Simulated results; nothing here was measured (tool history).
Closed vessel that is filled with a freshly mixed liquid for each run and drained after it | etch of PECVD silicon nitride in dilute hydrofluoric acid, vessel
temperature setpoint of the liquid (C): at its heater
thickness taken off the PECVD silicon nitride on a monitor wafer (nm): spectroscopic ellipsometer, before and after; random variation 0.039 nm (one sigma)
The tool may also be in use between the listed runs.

run    day  temperature setpoint of the liquid (C)  parts of water to one part of 49 % hydrofluoric acid (parts by volume)  time in the liquid (s)  thickness taken off the PECVD silicon nitride on a monitor wafer (nm)
  1      0                                      26                                                                     235                     445                                                                 3.6993
  2  0.217                                      26                                                                     175                     445                                                                 4.9857
  3  0.538                                      26                                                                     255                     445                                                                 3.3851
  4  0.908                                      26                                                                     255                     290                                                                 2.2434
  5  1.308                                      26                                                                     255                     290                                                                 2.2318
  6  1.692                                    29.5                                                                     255                     290                                                                 2.7232
  7    1.9                                    30.5                                                                     240                     290                                                                 3.0942
  8  2.262                                    31.5                                                                     225                     290                                                                 3.4816
  9  2.317                                      32                                                                     215                     290                                                                 3.7963

Run 10 comes next. What will it give?
 10  2.612                                    32.5                                                                     210                     290                                                                      ?

{"run 10": {"thickness taken off the PECVD silicon nitride on a monitor wafer (nm)": 4.0126}}
